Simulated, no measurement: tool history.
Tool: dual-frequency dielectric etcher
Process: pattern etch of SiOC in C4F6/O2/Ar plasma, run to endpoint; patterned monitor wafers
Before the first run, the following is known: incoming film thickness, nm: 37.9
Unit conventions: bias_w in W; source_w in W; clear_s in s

| run | hour | bias_w | source_w | clear_s |
|---|---|---|---|---|
| 1 | 0 | 328 | 370 | 16.268 |
| 2 | 8.8 | 353 | 380 | 15.855 |
| 3 | 14.6 | 372 | 390 | 15.3 |
| 4 | 21.1 | 372 | 430 | 14.726 |
| 5 | 29.8 | 372 | 410 | 15.053 |
| 6 | 38 | 349 | 410 | 15.447 |
| 7 | 44.8 | 364 | 420 | 15.02 |

Forecast run 8:
| 8 | 51.2 | 374 | 420 | ? |

{"run 8": {"clear_s": 14.759}}
